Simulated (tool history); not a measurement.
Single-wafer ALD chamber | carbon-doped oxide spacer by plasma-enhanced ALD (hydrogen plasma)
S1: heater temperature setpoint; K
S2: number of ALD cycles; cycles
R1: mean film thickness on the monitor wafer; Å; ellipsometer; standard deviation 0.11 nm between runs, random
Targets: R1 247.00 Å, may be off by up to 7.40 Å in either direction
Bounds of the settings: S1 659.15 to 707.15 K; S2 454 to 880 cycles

| run | hour | S1 | S2 | R1 |
|---|---|---|---|---|
| 1 | 0.0 | 683.15 | 667 | 327.16 |
| 2 | 7.3 | 677.15 | 667 | 335.38 |
| 3 | 7.9 | 670.15 | 667 | 335.93 |
| 4 | 13.4 | 670.15 | 623 | 315.89 |
| 5 | 22.1 | 670.15 | 599 | 305.30 |
| 6 | 24.7 | 670.15 | 578 | 291.47 |
| 7 | 33.3 | 670.15 | 564 | 285.21 |
| 8 | 34.7 | 670.15 | 552 | 279.76 |
| 9 | 37.7 | 670.15 | 542 | 272.26 |
| 10 | 41.9 | 671.15 | 535 | 270.86 |
| 11 | 43.8 | 671.15 | 528 | 268.31 |
| 12 | 52.1 | 671.15 | 521 | 264.47 |

Next run, 4 choices. One meets every target within its allowed miss, the rest don't. Which?
| A | 60.4 | 669.15 | 566 | ? |
| B | 60.4 | 668.15 | 484 | ? |
| C | 60.4 | 663.15 | 528 | ? |
| D | 60.4 | 659.15 | 540 | ? |

| move | R1 |
|---|---|
| A | 286.34 |
| B | 244.85 |
| C | 267.11 |
| D | 273.18 |
A: moves away from the targets compared with the last run
B: hits every target within its allowed miss
C: moves away from the targets compared with the last run
D: moves away from the targets compared with the last run
The move that meets every target is B.

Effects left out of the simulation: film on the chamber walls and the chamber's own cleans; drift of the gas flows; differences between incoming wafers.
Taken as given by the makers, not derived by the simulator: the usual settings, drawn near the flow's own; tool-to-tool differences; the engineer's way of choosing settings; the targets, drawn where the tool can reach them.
